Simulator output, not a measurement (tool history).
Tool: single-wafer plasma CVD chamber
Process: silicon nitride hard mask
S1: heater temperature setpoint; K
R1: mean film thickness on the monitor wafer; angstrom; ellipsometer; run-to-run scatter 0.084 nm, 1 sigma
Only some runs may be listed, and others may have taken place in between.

Run 1, hour 0.0: S1 693.15 K, chamber pressure (Pa) 143, RF power (W) 385, deposition time (s) 19.5. Result: R1 234.84 angstrom.
Run 2, hour 2.7: S1 693.15 K, chamber pressure (Pa) 160, RF power (W) 400, deposition time (s) 19.5. Result: R1 251.71 angstrom.
Run 3, hour 11.7: S1 693.15 K, chamber pressure (Pa) 172, RF power (W) 405, deposition time (s) 19.5. Result: R1 260.81 angstrom.
Run 4, hour 19.0: S1 693.15 K, chamber pressure (Pa) 181, RF power (W) 410, deposition time (s) 19.5. Result: R1 266.94 angstrom.
Run 5, hour 27.7: S1 693.15 K, chamber pressure (Pa) 187, RF power (W) 420, deposition time (s) 19.5. Result: R1 273.64 angstrom.
Run 6, hour 34.7: S1 693.15 K, chamber pressure (Pa) 161, RF power (W) 420, deposition time (s) 19.5. Result: R1 258.75 angstrom.
Run 7, hour 36.9: S1 693.15 K, chamber pressure (Pa) 173, RF power (W) 425, deposition time (s) 19.5. Result: R1 268.50 angstrom.

Run 8, settings as shown, results not yet in. Your forecast:
Run 8, hour 40.6: S1 693.15 K, chamber pressure (Pa) 200, RF power (W) 430, deposition time (s) 19.5. Result: R1 ?.

{"run 8": {"R1": 283.54}}
